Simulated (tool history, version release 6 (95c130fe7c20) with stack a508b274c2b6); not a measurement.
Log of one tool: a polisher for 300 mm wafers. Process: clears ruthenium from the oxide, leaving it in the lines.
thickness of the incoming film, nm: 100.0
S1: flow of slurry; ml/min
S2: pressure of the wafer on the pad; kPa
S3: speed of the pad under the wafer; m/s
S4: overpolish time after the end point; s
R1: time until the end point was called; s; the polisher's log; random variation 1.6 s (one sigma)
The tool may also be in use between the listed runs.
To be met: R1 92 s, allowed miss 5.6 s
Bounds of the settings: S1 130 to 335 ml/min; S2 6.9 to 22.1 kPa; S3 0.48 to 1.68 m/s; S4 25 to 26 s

run  hour   S1    S2    S3  S4      R1
  1     0  215  14.5  1.08  25  68.446
  2   0.7  215  14.5  1.26  25  61.457
  3   3.8  160  14.5  1.26  25  64.793
  4   6.5  160  14.5  1.46  25  56.425
  5  10.3  160  12.4  1.44  25  65.296
  6    15  160    11  1.42  25   74.54
  7  17.7  160   8.3   1.4  25  100.88
  8  18.3  160   9.7   1.4  25  83.296

Which of these 4 next moves meets every target?
  A  18.9  145    11  1.42  26   ?
  B  18.9  130     9   1.4  26   ?
  C  18.9  150    11  1.42  26   ?
  D  18.9  185  12.4   1.1  25   ?

move      R1
   A  74.117
   B  93.525
   C  73.651
   D  78.627
A: further off than the last run
B: meets every target
C: further off than the last run
D: further off than the last run
Move B is the one to make.
